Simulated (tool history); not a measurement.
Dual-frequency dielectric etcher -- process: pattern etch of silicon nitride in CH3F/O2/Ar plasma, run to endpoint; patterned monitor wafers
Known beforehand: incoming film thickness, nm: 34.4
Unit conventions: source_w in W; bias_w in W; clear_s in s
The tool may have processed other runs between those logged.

Run 1, day 0: source_w 520 W, bias_w 93 W. Result: clear_s 40.537 s.
Run 2, day 0.362: source_w 560 W, bias_w 93 W. Result: clear_s 40.041 s.
Run 3, day 0.721: source_w 560 W, bias_w 105 W. Result: clear_s 37.823 s.
Run 4, day 1.004: source_w 560 W, bias_w 116 W. Result: clear_s 36.521 s.
Run 5, day 1.062: source_w 560 W, bias_w 126 W. Result: clear_s 35.338 s.
Run 6, day 1.271: source_w 560 W, bias_w 130 W. Result: clear_s 34.857 s.
Run 7, day 1.388: source_w 520 W, bias_w 121 W. Result: clear_s 36.402 s.

Estimate the outcome of run 8 from the log above:
Run 8, day 1.671: source_w 490 W, bias_w 110 W. Result: clear_s ?.

Run 8 yielded clear_s 38.972 s.
